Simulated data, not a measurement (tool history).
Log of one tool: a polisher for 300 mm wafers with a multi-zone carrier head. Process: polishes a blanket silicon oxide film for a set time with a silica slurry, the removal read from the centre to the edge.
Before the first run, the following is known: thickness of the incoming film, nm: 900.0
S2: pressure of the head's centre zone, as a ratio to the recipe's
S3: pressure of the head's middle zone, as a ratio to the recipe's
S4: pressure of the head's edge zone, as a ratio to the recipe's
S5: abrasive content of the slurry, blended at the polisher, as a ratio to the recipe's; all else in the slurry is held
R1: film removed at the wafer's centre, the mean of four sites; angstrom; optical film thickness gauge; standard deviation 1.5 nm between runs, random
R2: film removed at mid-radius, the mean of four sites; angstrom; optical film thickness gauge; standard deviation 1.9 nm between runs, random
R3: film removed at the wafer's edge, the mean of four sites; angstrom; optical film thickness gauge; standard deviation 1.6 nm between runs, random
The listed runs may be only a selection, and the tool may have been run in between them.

Run 1, day 0.000: flow of slurry (ml/min) 270, S2 1.00, S3 1.00, S4 1.00, S5 1.0, polishing time (s) 34. Result: R1 1659.8 angstrom, R2 1657.0 angstrom, R3 1606.5 angstrom.
Run 2, day 0.279: flow of slurry (ml/min) 310, S2 1.00, S3 1.00, S4 1.00, S5 1.0, polishing time (s) 34. Result: R1 1673.8 angstrom, R2 1676.4 angstrom, R3 1632.1 angstrom.
Run 3, day 0.417: flow of slurry (ml/min) 310, S2 1.00, S3 1.00, S4 1.00, S5 1.0, polishing time (s) 27. Result: R1 1320.6 angstrom, R2 1293.0 angstrom, R3 1289.6 angstrom.
Run 4, day 0.662: flow of slurry (ml/min) 310, S2 0.97, S3 1.00, S4 1.00, S5 1.0, polishing time (s) 27. Result: R1 1295.0 angstrom, R2 1326.3 angstrom, R3 1272.8 angstrom.
Run 5, day 0.967: flow of slurry (ml/min) 310, S2 0.97, S3 1.00, S4 1.00, S5 0.9, polishing time (s) 27. Result: R1 1216.5 angstrom, R2 1291.8 angstrom, R3 1208.2 angstrom.
Run 6, day 1.029: flow of slurry (ml/min) 310, S2 0.98, S3 1.02, S4 0.98, S5 0.9, polishing time (s) 27. Result: R1 1235.7 angstrom, R2 1289.7 angstrom, R3 1223.5 angstrom.

Predict the results of run 7:
Run 7, day 1.392: flow of slurry (ml/min) 300, S2 0.99, S3 1.04, S4 0.96, S5 0.9, polishing time (s) 27. Result: R1 ?, R2 ?, R3 ?.

Run 7 came out at R1 1241.9 angstrom, R2 1297.5 angstrom, R3 1205.6 angstrom.

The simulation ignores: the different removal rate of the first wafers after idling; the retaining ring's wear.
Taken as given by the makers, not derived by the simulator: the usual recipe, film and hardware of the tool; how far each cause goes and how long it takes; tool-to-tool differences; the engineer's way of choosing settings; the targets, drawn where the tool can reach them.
